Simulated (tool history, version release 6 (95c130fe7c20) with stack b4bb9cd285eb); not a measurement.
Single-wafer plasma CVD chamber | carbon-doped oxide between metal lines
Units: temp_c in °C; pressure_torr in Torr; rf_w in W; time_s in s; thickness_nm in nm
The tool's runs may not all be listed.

run  hour  temp_c  pressure_torr  rf_w  time_s  thickness_nm
  1   0.0     345           4.64   395    10.0        45.012
  2   7.6     344           4.71   405    10.0        45.853
  3  15.6     339           4.71   405    10.0        47.049
  4  21.5     338           4.77   410    10.0        47.642
  5  26.1     337           4.82   415    10.0        48.245
  6  28.8     337           4.82   415     9.5        46.058

For run 7, what comes out?
  7  31.0     336           4.85   425     9.5             ?

{"run 7": {"thickness_nm": 46.9}}
